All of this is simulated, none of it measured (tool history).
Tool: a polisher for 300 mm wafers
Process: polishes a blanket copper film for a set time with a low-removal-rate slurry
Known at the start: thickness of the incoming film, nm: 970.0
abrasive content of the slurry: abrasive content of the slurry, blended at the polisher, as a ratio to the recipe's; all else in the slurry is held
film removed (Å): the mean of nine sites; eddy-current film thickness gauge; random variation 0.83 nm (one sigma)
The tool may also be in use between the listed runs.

run	hour	flow of slurry (ml/min)	pressure of the wafer on the pad (kPa)	speed of the pad under the wafer (m/s)	abrasive content of the slurry	polishing time (s)	film removed (Å)
1	0.0	170	15.9	1.20	1.0	48	1263.80
2	5.2	170	15.9	1.20	0.8	48	1162.60
3	12.8	170	15.9	1.20	0.8	50	1235.40
4	14.4	170	15.9	1.20	0.9	50	1280.10
5	21.8	165	14.5	1.20	0.9	50	1153.70
6	26.7	160	13.8	1.20	0.9	50	1082.70
7	33.4	155	13.1	1.20	0.9	50	1056.60
8	40.4	155	12.4	1.20	0.9	50	989.95
9	46.7	150	11.7	1.20	0.9	50	932.50
10	49.0	145	11.7	1.20	0.9	50	923.15
11	54.4	140	11.7	1.20	0.9	50	921.24
12	57.9	135	11.7	1.20	0.9	50	905.75

Forecast run 13:
13	62.2	130	11.7	1.20	0.9	50	?

film removed (Å): 910.00

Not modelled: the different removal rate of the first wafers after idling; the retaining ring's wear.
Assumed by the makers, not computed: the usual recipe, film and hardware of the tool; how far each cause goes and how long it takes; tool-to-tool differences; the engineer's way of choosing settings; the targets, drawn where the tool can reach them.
